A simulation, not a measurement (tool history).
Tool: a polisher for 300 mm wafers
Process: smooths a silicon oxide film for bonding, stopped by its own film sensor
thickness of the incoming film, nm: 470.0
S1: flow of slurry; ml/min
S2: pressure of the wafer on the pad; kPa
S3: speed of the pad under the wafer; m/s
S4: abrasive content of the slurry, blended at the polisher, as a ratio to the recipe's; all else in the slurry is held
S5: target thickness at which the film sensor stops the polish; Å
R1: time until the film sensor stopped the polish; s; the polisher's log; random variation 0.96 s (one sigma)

run	day	S1	S2	S3	S4	S5	R1
1	0.000	150	10.3	0.90	1.0	4460	48.493
2	0.217	150	9.7	0.90	1.0	4460	53.597
3	0.300	150	11.0	0.90	1.0	4460	46.302
4	0.504	150	11.0	1.06	1.0	4460	40.549
5	0.629	150	9.7	1.06	1.0	4460	46.062
6	0.838	150	7.6	1.06	1.0	4460	57.606
7	0.879	150	7.6	1.06	1.0	4460	57.823

Forecast run 8:
8	1.029	150	6.9	1.06	1.0	4460	?

Run 8 gave R1 62.590 s.

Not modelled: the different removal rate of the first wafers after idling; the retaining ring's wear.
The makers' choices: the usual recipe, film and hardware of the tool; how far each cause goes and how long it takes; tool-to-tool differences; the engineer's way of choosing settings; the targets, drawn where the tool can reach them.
